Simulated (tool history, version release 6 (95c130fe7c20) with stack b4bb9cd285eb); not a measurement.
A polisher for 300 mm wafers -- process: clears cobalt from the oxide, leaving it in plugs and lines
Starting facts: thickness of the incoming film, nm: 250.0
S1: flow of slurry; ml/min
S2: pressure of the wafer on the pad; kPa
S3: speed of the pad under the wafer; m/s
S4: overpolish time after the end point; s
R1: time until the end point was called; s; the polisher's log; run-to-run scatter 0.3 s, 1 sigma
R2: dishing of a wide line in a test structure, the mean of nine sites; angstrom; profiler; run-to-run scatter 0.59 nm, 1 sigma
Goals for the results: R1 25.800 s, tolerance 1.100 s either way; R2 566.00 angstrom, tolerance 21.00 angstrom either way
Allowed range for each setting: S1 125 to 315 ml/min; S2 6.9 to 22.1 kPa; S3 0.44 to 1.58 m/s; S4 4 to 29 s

run,hour,S1,S2,S3,S4,R1,R2
1,0.0,205,14.5,1.00,15,50.096,445.71
2,5.3,205,15.9,1.02,15,45.628,470.74
3,11.4,205,15.9,0.90,15,50.650,437.59
4,12.8,205,15.9,0.90,12,51.401,400.60
5,21.0,205,15.9,1.12,12,40.776,442.04
6,24.8,205,17.2,1.14,12,38.257,464.66
7,29.2,205,17.9,1.16,12,35.879,473.17
# hour 34.8: slurry nozzle cleaned
8,34.8,205,18.6,1.18,12,32.937,493.65
9,37.5,205,19.3,1.18,12,30.527,501.96
10,42.7,205,20.7,1.18,13,28.833,520.59
11,46.0,205,21.4,1.20,14,28.002,529.35

Which of these 5 next moves meets every target?
A,49.3,225,22.1,1.12,12,?,?
B,49.3,220,21.4,1.14,13,?,?
C,49.3,185,21.4,1.16,18,?,?
D,49.3,260,20.0,1.14,12,?,?
E,49.3,220,20.0,1.38,16,?,?

move,R1,R2
A,28.896,516.10
B,29.360,525.81
C,29.347,563.56
D,30.881,505.62
E,26.009,563.40
A: misses by more than the last run did
B: misses by more than the last run did
C: misses by more than the last run did
D: misses by more than the last run did
E: meets every target
Move E is the one to make.
